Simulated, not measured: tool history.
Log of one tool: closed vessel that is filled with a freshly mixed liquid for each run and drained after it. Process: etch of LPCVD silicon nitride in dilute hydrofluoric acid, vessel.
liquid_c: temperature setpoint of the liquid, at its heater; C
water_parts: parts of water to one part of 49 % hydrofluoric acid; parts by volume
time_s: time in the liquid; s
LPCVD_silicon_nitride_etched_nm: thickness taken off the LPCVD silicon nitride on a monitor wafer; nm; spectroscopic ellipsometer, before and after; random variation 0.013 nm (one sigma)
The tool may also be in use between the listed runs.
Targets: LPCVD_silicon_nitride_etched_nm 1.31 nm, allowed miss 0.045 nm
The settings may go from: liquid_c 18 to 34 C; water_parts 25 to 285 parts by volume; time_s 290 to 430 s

run	day	liquid_c	water_parts	time_s	LPCVD_silicon_nitride_etched_nm
1	0	26	155	430	1.7133
2	0.15	25	155	430	1.5771
3	0.354	25	155	290	1.0686
4	0.467	25	110	290	1.5101
5	0.7	28.5	110	290	1.9196
6	0.996	28.5	110	430	2.7988
7	1.062	27	110	430	2.5565
8	1.458	25.5	110	430	2.3091
9	1.796	24	115	430	2.0091
10	1.9	23	120	430	1.7851
11	2.058	19	120	430	1.3761

4 next moves are on the table. One of them brings every result within its allowed miss. Which?
A	2.217	21	115	385	?
B	2.217	18.5	110	420	?
C	2.217	18	115	420	?
D	2.217	18	70	290	?

move	LPCVD_silicon_nitride_etched_nm
A	1.4596
B	1.4033
C	1.2986
D	1.4521
A: further off than the last run
B: further off than the last run
C: meets every target
D: further off than the last run
Answer: C

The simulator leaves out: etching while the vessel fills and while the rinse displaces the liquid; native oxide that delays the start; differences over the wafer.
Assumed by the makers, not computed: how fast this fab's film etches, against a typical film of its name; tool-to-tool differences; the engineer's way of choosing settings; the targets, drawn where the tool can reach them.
